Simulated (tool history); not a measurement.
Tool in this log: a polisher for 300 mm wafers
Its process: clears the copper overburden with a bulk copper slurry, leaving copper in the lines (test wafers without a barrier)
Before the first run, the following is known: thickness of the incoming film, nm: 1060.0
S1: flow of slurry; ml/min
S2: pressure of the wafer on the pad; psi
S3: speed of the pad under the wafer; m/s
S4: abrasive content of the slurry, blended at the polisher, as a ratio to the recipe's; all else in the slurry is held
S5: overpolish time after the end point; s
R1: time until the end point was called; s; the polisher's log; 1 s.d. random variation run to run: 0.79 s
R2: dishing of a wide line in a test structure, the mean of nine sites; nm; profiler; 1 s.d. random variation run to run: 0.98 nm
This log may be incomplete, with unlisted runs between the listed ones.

run 1 hour=0 | S1=220 S2=3.5 S3=1.06 S4=1 S5=19 | R1=100.48 R2=92.668
run 2 hour=7.5 | S1=220 S2=3.5 S3=0.88 S4=1 S5=19 | R1=120.08 R2=84.741
run 3 hour=8.2 | S1=220 S2=3.7 S3=0.88 S4=1 S5=17 | R1=114.7 R2=82.795
run 4 hour=11.7 | S1=220 S2=3.9 S3=0.9 S4=1 S5=15 | R1=108.89 R2=82.696
run 5 hour=18.8 | S1=245 S2=3.9 S3=0.9 S4=1 S5=15 | R1=106.21 R2=80.845
run 6 hour=27.1 | S1=250 S2=4 S3=0.9 S4=1 S5=14 | R1=103.41 R2=78.608
run 7 hour=31.2 | S1=260 S2=4.1 S3=0.9 S4=1 S5=13 | R1=99.86 R2=78.366
run 8 hour=39.7 | S1=265 S2=4.2 S3=0.9 S4=1 S5=12 | R1=97.672 R2=74.108
run 9 hour=46.9 | S1=270 S2=4.3 S3=0.9 S4=1 S5=12 | R1=95.436 R2=76.297
run 10 hour=55.7 | S1=275 S2=4.4 S3=0.9 S4=1 S5=12 | R1=93.689 R2=77.283
run 11 hour=57.2 | S1=275 S2=4.8 S3=0.92 S4=1 S5=7 | R1=83.647 R2=57.722
run 12 hour=64.7 | S1=280 S2=4.8 S3=0.92 S4=1 S5=7 | R1=82.994 R2=56.768
run 13 hour=66.2 | S1=285 S2=4.8 S3=0.92 S4=1 S5=8 | R1=83.409 R2=63.009
run 14 hour=75.1 | S1=290 S2=4.8 S3=0.92 S4=1 S5=8 | R1=84.814 R2=64.439
run 15 hour=81.6 | S1=295 S2=4.8 S3=0.92 S4=1 S5=8 | R1=83.342 R2=62.926
run 16 hour=85.2 | S1=295 S2=4.8 S3=0.92 S4=1 S5=8 | R1=83.821 R2=63.017
run 17 hour=89.6 | S1=290 S2=4.9 S3=0.9 S4=1 S5=14 | R1=83.993 R2=93.273
run 18 hour=95.5 | S1=280 S2=4.9 S3=0.9 S4=1 S5=14 | R1=84.72 R2=93.795

The next listed run, before its measurement:
run 19 hour=99.8 | S1=275 S2=4.9 S3=0.9 S4=1 S5=14 | R1=? R2=?

R1: 83.845 s
R2: 90.319 nm
